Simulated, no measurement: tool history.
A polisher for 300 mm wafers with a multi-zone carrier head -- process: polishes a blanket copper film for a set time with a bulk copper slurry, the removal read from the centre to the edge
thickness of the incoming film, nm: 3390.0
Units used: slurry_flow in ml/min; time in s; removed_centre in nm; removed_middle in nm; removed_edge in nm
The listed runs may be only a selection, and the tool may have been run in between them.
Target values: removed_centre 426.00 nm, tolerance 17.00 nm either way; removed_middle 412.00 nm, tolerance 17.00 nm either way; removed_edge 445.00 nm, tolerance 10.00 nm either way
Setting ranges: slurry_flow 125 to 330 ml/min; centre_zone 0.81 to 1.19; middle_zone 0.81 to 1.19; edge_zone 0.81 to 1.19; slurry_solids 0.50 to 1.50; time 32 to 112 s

Run 1, hour 0.0: slurry_flow 210 ml/min, centre_zone 1.00, middle_zone 1.00, edge_zone 1.00, slurry_solids 1.00, time 72 s. Result: removed_centre 488.16 nm, removed_middle 492.35 nm, removed_edge 494.50 nm.
Run 2, hour 3.3: slurry_flow 210 ml/min, centre_zone 1.00, middle_zone 1.00, edge_zone 1.00, slurry_solids 1.00, time 80 s. Result: removed_centre 534.06 nm, removed_middle 549.19 nm, removed_edge 558.14 nm.
Run 3, hour 6.0: slurry_flow 205 ml/min, centre_zone 0.99, middle_zone 0.97, edge_zone 0.97, slurry_solids 0.90, time 79 s. Result: removed_centre 517.40 nm, removed_middle 512.81 nm, removed_edge 521.49 nm.
Run 4, hour 11.4: slurry_flow 175 ml/min, centre_zone 0.99, middle_zone 0.97, edge_zone 0.97, slurry_solids 0.90, time 79 s. Result: removed_centre 502.63 nm, removed_middle 480.79 nm, removed_edge 514.33 nm.
Run 5, hour 16.8: slurry_flow 175 ml/min, centre_zone 1.07, middle_zone 0.97, edge_zone 0.97, slurry_solids 0.90, time 79 s. Result: removed_centre 550.60 nm, removed_middle 495.94 nm, removed_edge 518.55 nm.
Run 6, hour 23.0: slurry_flow 175 ml/min, centre_zone 1.07, middle_zone 1.01, edge_zone 0.97, slurry_solids 0.90, time 79 s. Result: removed_centre 540.72 nm, removed_middle 519.55 nm, removed_edge 518.87 nm.
Run 7, hour 26.8: slurry_flow 145 ml/min, centre_zone 0.97, middle_zone 0.91, edge_zone 0.87, slurry_solids 0.65, time 77 s. Result: removed_centre 423.15 nm, removed_middle 407.27 nm, removed_edge 425.98 nm.
Run 8, hour 33.4: slurry_flow 150 ml/min, centre_zone 0.97, middle_zone 0.91, edge_zone 0.88, slurry_solids 0.65, time 77 s. Result: removed_centre 421.94 nm, removed_middle 409.62 nm, removed_edge 430.50 nm.

Which of these 5 next moves meets every target?
Run A, hour 40.0: slurry_flow 160 ml/min, centre_zone 0.93, middle_zone 0.98, edge_zone 0.88, slurry_solids 0.60, time 81 s. Result: removed_centre ?, removed_middle ?, removed_edge ?.
Run B, hour 40.0: slurry_flow 180 ml/min, centre_zone 0.92, middle_zone 0.97, edge_zone 0.87, slurry_solids 0.60, time 80 s. Result: removed_centre ?, removed_middle ?, removed_edge ?.
Run C, hour 40.0: slurry_flow 170 ml/min, centre_zone 1.02, middle_zone 0.90, edge_zone 0.83, slurry_solids 0.65, time 77 s. Result: removed_centre ?, removed_middle ?, removed_edge ?.
Run D, hour 40.0: slurry_flow 185 ml/min, centre_zone 0.95, middle_zone 1.02, edge_zone 0.82, slurry_solids 0.65, time 75 s. Result: removed_centre ?, removed_middle ?, removed_edge ?.
Run E, hour 40.0: slurry_flow 125 ml/min, centre_zone 1.00, middle_zone 0.97, edge_zone 1.01, slurry_solids 0.60, time 78 s. Result: removed_centre ?, removed_middle ?, removed_edge ?.

move  removed_centre  removed_middle  removed_edge
   A          422.41          450.82        446.03
   B          420.30          448.78        443.61
   C          455.43          412.07        426.07
   D          418.60          451.09        415.63
   E          418.94          413.82        445.67
A: meets the target for the result that was furthest off, but another lies outside its allowed miss
B: meets the target for the result that was furthest off, but another lies outside its allowed miss
C: further off than the last run
D: further off than the last run
E: hits every target within its allowed miss
Correct choice: E, which meets every target
